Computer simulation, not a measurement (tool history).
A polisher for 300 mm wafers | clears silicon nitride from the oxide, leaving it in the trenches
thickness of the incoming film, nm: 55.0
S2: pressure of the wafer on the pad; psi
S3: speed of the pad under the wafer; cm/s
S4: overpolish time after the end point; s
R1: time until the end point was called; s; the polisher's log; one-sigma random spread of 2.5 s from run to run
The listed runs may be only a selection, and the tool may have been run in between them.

{"run": 1, "hour": 0.0, "flow of slurry (ml/min)": 310, "S2": 1.7, "S3": 114, "S4": 2, "R1": 72.618}
{"run": 2, "hour": 4.7, "flow of slurry (ml/min)": 310, "S2": 1.7, "S3": 102, "S4": 2, "R1": 80.224}
{"run": 3, "hour": 10.9, "flow of slurry (ml/min)": 310, "S2": 2.0, "S3": 102, "S4": 2, "R1": 66.764}
{"run": 4, "hour": 18.9, "flow of slurry (ml/min)": 280, "S2": 2.0, "S3": 102, "S4": 2, "R1": 68.448}
{"run": 5, "hour": 21.8, "flow of slurry (ml/min)": 280, "S2": 1.6, "S3": 98, "S4": 2, "R1": 90.325}
{"run": 6, "hour": 26.3, "flow of slurry (ml/min)": 205, "S2": 1.6, "S3": 98, "S4": 2, "R1": 90.202}
{"run": 7, "hour": 27.7, "flow of slurry (ml/min)": 205, "S2": 1.4, "S3": 96, "S4": 2, "R1": 109.06}
{"run": 8, "hour": 32.8, "flow of slurry (ml/min)": 205, "S2": 1.3, "S3": 96, "S4": 2, "R1": 112.83}

For run 9, what comes out?
{"run": 9, "hour": 40.6, "flow of slurry (ml/min)": 205, "S2": 1.2, "S3": 96, "S4": 2, "R1": "?"}

Logged for run 9: R1 121.740 s.
